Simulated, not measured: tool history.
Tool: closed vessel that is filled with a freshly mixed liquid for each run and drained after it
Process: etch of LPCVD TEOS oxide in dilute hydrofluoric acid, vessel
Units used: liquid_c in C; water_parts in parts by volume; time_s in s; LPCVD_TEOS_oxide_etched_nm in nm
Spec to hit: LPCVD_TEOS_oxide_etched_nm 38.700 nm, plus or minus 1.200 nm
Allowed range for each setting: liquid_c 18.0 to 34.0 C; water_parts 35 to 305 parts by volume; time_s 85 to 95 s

{"run": 1, "hour": 0.0, "liquid_c": 26.0, "water_parts": 170, "time_s": 85, "LPCVD_TEOS_oxide_etched_nm": 23.878}
{"run": 2, "hour": 1.9, "liquid_c": 28.0, "water_parts": 160, "time_s": 85, "LPCVD_TEOS_oxide_etched_nm": 27.32}
{"run": 3, "hour": 3.3, "liquid_c": 31.5, "water_parts": 160, "time_s": 85, "LPCVD_TEOS_oxide_etched_nm": 30.482}
{"run": 4, "hour": 11.0, "liquid_c": 31.5, "water_parts": 210, "time_s": 85, "LPCVD_TEOS_oxide_etched_nm": 22.121}
{"run": 5, "hour": 12.4, "liquid_c": 31.5, "water_parts": 210, "time_s": 85, "LPCVD_TEOS_oxide_etched_nm": 21.793}
{"run": 6, "hour": 21.2, "liquid_c": 31.5, "water_parts": 210, "time_s": 85, "LPCVD_TEOS_oxide_etched_nm": 21.636}
{"run": 7, "hour": 22.3, "liquid_c": 31.5, "water_parts": 210, "time_s": 85, "LPCVD_TEOS_oxide_etched_nm": 22.204}
{"run": 8, "hour": 25.1, "liquid_c": 32.0, "water_parts": 185, "time_s": 85, "LPCVD_TEOS_oxide_etched_nm": 26.363}
{"run": 9, "hour": 33.9, "liquid_c": 32.5, "water_parts": 170, "time_s": 85, "LPCVD_TEOS_oxide_etched_nm": 30.154}
{"run": 10, "hour": 35.8, "liquid_c": 33.0, "water_parts": 160, "time_s": 85, "LPCVD_TEOS_oxide_etched_nm": 32.174}
{"run": 11, "hour": 37.7, "liquid_c": 33.5, "water_parts": 155, "time_s": 85, "LPCVD_TEOS_oxide_etched_nm": 34.53}
{"run": 12, "hour": 44.5, "liquid_c": 33.5, "water_parts": 150, "time_s": 85, "LPCVD_TEOS_oxide_etched_nm": 36.125}
{"run": 13, "hour": 46.9, "liquid_c": 33.5, "water_parts": 150, "time_s": 85, "LPCVD_TEOS_oxide_etched_nm": 36.279}

5 candidate next runs follow, results not yet known. Just one meets every target within its allowed miss. Identify it.
{"run": "A", "hour": 49.3, "liquid_c": 34.0, "water_parts": 165, "time_s": 95, "LPCVD_TEOS_oxide_etched_nm": "?"}
{"run": "B", "hour": 49.3, "liquid_c": 31.5, "water_parts": 140, "time_s": 90, "LPCVD_TEOS_oxide_etched_nm": "?"}
{"run": "C", "hour": 49.3, "liquid_c": 34.0, "water_parts": 150, "time_s": 85, "LPCVD_TEOS_oxide_etched_nm": "?"}
{"run": "D", "hour": 49.3, "liquid_c": 32.0, "water_parts": 155, "time_s": 85, "LPCVD_TEOS_oxide_etched_nm": "?"}
{"run": "E", "hour": 49.3, "liquid_c": 29.0, "water_parts": 135, "time_s": 85, "LPCVD_TEOS_oxide_etched_nm": "?"}

move=A LPCVD_TEOS_oxide_etched_nm=36.306
move=B LPCVD_TEOS_oxide_etched_nm=38.466
move=C LPCVD_TEOS_oxide_etched_nm=36.499
move=D LPCVD_TEOS_oxide_etched_nm=32.721
move=E LPCVD_TEOS_oxide_etched_nm=34.644
A: no nearer and no further than the last run
B: all results in spec
C: an improvement on the last run, though not all results are within tolerance
D: lands further from the targets than the last run did
E: lands further from the targets than the last run did
Go with B: it meets all targets.

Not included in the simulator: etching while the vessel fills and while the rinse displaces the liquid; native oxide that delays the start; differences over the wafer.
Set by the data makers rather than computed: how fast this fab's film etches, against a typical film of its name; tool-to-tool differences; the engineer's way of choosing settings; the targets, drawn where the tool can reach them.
